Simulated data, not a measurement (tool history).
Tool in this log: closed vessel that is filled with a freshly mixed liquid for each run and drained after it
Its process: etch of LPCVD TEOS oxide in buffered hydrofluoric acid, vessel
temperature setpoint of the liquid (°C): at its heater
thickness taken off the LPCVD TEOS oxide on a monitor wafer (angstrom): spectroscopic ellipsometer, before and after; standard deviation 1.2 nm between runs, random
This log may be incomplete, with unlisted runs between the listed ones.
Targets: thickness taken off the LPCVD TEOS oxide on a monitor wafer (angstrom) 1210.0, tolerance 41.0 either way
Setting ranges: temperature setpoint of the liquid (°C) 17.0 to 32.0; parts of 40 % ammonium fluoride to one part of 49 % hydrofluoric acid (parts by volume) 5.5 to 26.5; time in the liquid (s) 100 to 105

run  hour  temperature setpoint of the liquid (°C)  parts of 40 % ammonium fluoride to one part of 49 % hydrofluoric acid (parts by volume)  time in the liquid (s)  thickness taken off the LPCVD TEOS oxide on a monitor wafer (angstrom)
  1   0.0                                     24.0                                                                                     16.0                     100                                                                  1570.4
  2   2.7                                     24.0                                                                                     16.0                     100                                                                  1595.3
  3   8.1                                     24.0                                                                                     16.0                     105                                                                  1663.2
  4  10.9                                     22.5                                                                                     16.0                     105                                                                  1535.8
  5  14.7                                     21.5                                                                                     16.0                     105                                                                  1481.2
  6  19.3                                     21.5                                                                                     16.0                     105                                                                  1480.2
  7  27.9                                     20.5                                                                                     16.0                     105                                                                  1395.7
  8  28.9                                     19.5                                                                                     16.0                     105                                                                  1315.9
  9  35.2                                     19.0                                                                                     16.0                     105                                                                  1271.0

Exercise: of the 5 proposed moves below, exactly one satisfies all targets within the stated allowed misses. Which move is it?
  A  41.5                                     20.5                                                                                     17.5                     100                                                                       ?
  B  41.5                                     19.5                                                                                     16.0                     105                                                                       ?
  C  41.5                                     17.0                                                                                     13.5                     100                                                                       ?
  D  41.5                                     20.5                                                                                     16.5                     105                                                                       ?
  E  41.5                                     18.5                                                                                     14.0                     100                                                                       ?

move  thickness taken off the LPCVD TEOS oxide on a monitor wafer (angstrom)
   A                                                                  1205.6
   B                                                                  1307.4
   C                                                                  1277.1
   D                                                                  1341.5
   E                                                                  1342.0
A: every result lands within tolerance
B: misses by more than the last run did
C: misses by more than the last run did
D: misses by more than the last run did
E: misses by more than the last run did
A is the move that brings every result within its allowed miss.
